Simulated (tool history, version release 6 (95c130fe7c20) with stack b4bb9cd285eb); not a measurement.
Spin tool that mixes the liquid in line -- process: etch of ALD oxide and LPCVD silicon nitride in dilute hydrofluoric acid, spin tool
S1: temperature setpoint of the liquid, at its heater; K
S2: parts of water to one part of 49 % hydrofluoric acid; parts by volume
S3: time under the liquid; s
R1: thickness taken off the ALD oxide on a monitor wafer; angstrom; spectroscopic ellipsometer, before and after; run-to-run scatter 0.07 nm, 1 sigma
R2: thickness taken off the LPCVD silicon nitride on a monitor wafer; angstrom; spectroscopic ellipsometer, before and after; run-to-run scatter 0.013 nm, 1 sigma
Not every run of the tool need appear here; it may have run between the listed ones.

run  hour      S1   S2   S3      R1      R2
  1     0  297.15   90  170  361.62  9.6193
  2     2  295.65  110  170  272.75  7.1959
  3   8.3  295.65  120  170  245.24  6.3311
  4  12.4  295.65  150  170  189.88  5.3718
  5  20.2  294.15  155  165  167.69  4.2081
  6  29.2  294.15  130  165  206.16  5.1321
  7  37.5  293.65  140  160   176.9  4.4255

Expected results for the next run?
  8  39.9  293.15  145  155   ?   ?

R1: 164.22 angstrom
R2: 3.9152 angstrom

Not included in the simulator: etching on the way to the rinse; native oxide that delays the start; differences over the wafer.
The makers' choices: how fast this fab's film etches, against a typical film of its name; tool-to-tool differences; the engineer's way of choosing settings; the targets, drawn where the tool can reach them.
